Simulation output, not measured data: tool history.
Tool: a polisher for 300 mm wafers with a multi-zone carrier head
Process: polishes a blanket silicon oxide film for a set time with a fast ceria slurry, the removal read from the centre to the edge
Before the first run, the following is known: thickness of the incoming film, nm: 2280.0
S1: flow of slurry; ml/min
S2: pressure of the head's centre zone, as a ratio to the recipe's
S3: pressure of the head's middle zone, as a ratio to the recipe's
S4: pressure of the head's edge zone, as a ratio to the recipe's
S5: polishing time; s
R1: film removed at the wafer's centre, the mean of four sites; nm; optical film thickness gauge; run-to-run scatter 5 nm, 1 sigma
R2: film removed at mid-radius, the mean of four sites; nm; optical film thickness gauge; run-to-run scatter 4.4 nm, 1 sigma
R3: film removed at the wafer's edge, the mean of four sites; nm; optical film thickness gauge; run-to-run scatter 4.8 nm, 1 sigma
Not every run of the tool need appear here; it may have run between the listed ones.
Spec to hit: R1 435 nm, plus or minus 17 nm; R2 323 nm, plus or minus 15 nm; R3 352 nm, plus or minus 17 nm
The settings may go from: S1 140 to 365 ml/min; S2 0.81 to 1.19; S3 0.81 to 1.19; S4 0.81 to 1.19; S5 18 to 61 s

run,hour,S1,S2,S3,S4,S5,R1,R2,R3
1,0,235,1,1,1,39,364.74,358.5,366.84
2,7.7,240,1.03,0.98,0.99,39,371.79,354.07,362.95
3,11.7,240,1.03,0.98,0.99,45,426.09,402.32,424.62
4,19.8,240,0.95,0.98,0.99,45,393.39,404.79,410.07
5,24.1,245,0.99,0.96,0.96,44,407.47,388.21,404.28
6,25.3,250,1.01,0.95,0.93,43,407.32,368.08,389.74
7,28.9,255,1.03,0.95,0.91,42,409.2,371.51,374.89
8,34.7,255,1.04,0.93,0.9,42,411.33,368.66,379.03

5 candidate next runs follow, results not yet known. Just one meets every target within its allowed miss. Identify it.
A,40.5,290,1.07,1.13,0.81,43,?,?,?
B,40.5,180,1,0.83,0.95,43,?,?,?
C,40.5,190,1.02,1.16,0.98,43,?,?,?
D,40.5,280,1.17,0.87,0.9,39,?,?,?
E,40.5,250,1.16,1.01,0.88,40,?,?,?

move,R1,R2,R3
A,439.25,453.3,372.72
B,382.64,329.18,384.28
C,394.94,439.88,390.69
D,433.37,328.41,354.63
E,435.05,376.85,355.95
A: its largest miss is bigger than the last run's
B: the furthest-off result lands on target, but another misses its tolerance
C: its largest miss is bigger than the last run's
D: meets every target
E: its largest miss is bigger than the last run's
Answer: D
